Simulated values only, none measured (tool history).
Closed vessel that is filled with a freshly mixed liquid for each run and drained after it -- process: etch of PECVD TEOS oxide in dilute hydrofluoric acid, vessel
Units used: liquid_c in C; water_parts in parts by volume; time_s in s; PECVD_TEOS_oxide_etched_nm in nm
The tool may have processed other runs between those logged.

run,hour,liquid_c,water_parts,time_s,PECVD_TEOS_oxide_etched_nm
1,0,22,115,215,35.671
2,5.5,21.5,120,215,33.423
3,14.5,21.5,85,215,49.12
4,22.1,19.5,85,215,45.172
5,29.1,19.5,85,235,49.181
6,35.7,19.5,115,235,35.781
7,39.7,19.5,120,235,33.609
8,45.8,19.5,125,235,32.396
9,54.9,19.5,130,235,30.36
10,59,18,145,235,25.664

Estimate the outcome of run 11 from the log above:
11,62.5,18,145,235,?

{"run 11": {"PECVD_TEOS_oxide_etched_nm": 25.537}}
